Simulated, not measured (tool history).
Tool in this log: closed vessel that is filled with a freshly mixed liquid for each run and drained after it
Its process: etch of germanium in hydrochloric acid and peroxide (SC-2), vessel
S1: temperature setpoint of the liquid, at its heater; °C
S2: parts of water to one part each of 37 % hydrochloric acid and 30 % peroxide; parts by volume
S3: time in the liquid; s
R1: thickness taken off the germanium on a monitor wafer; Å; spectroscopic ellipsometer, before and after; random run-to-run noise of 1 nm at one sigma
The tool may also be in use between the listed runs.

Run 1, hour 0.0: S1 53.0 °C, S2 7.0 parts by volume, S3 95 s. Result: R1 2678.9 Å.
Run 2, hour 8.0: S1 53.0 °C, S2 5.0 parts by volume, S3 95 s. Result: R1 2686.5 Å.
Run 3, hour 16.2: S1 52.0 °C, S2 5.0 parts by volume, S3 95 s. Result: R1 2619.8 Å.
Run 4, hour 20.8: S1 52.0 °C, S2 5.0 parts by volume, S3 95 s. Result: R1 2602.1 Å.
Run 5, hour 28.6: S1 51.5 °C, S2 5.0 parts by volume, S3 95 s. Result: R1 2567.2 Å.
Run 6, hour 31.6: S1 51.0 °C, S2 5.0 parts by volume, S3 95 s. Result: R1 2536.9 Å.
Run 7, hour 40.8: S1 51.0 °C, S2 5.0 parts by volume, S3 95 s. Result: R1 2521.9 Å.
Run 8, hour 43.6: S1 50.5 °C, S2 5.0 parts by volume, S3 95 s. Result: R1 2496.5 Å.

Predict the results of run 9:
Run 9, hour 46.2: S1 50.0 °C, S2 5.0 parts by volume, S3 95 s. Result: R1 ?.

Run 9 came out at R1 2451.1 Å.
